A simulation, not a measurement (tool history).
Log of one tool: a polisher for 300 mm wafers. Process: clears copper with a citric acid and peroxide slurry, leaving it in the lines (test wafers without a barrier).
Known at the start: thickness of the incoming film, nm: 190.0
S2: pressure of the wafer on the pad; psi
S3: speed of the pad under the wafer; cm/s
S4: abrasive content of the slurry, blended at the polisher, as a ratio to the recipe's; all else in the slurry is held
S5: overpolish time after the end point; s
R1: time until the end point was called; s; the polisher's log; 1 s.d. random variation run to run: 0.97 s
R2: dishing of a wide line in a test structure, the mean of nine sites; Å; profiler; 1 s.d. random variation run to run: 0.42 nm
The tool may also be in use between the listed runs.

Run 1, hour 0: flow of slurry (ml/min) 205, S2 2.4 psi, S3 112 cm/s, S4 1, S5 18 s. Result: R1 78.19 s, R2 256.68 Å.
Run 2, hour 7.1: flow of slurry (ml/min) 205, S2 2.1 psi, S3 112 cm/s, S4 1, S5 18 s. Result: R1 87.518 s, R2 232.53 Å.
Run 3, hour 15.5: flow of slurry (ml/min) 205, S2 2.1 psi, S3 112 cm/s, S4 1.15, S5 18 s. Result: R1 85.407 s, R2 238.71 Å.
Run 4, hour 20.9: flow of slurry (ml/min) 205, S2 2.1 psi, S3 112 cm/s, S4 1.15, S5 25 s. Result: R1 84.314 s, R2 299.9 Å.
Run 5, hour 28.6: flow of slurry (ml/min) 205, S2 2.1 psi, S3 112 cm/s, S4 1.15, S5 33 s. Result: R1 85.376 s, R2 360.77 Å.
Run 6, hour 29.1: flow of slurry (ml/min) 205, S2 2.1 psi, S3 112 cm/s, S4 1.35, S5 33 s. Result: R1 82.905 s, R2 372.05 Å.
Run 7, hour 33: flow of slurry (ml/min) 210, S2 2.2 psi, S3 112 cm/s, S4 1.35, S5 32 s. Result: R1 79.455 s, R2 370.05 Å.
Run 8, hour 40: flow of slurry (ml/min) 210, S2 2.3 psi, S3 112 cm/s, S4 1.35, S5 31 s. Result: R1 73.745 s, R2 371.61 Å.
Run 9, hour 46.9: flow of slurry (ml/min) 210, S2 2.4 psi, S3 112 cm/s, S4 1.35, S5 31 s. Result: R1 72.298 s, R2 385.39 Å.
Run 10, hour 54.8: flow of slurry (ml/min) 215, S2 2.5 psi, S3 112 cm/s, S4 1.35, S5 31 s. Result: R1 70.088 s, R2 398.6 Å.

Run 11, settings as shown, results not yet in. Your forecast:
Run 11, hour 60: flow of slurry (ml/min) 215, S2 2.5 psi, S3 112 cm/s, S4 1.35, S5 30 s. Result: R1 ?, R2 ?.

Logged for run 11: R1 70.459 s, R2 394.99 Å.
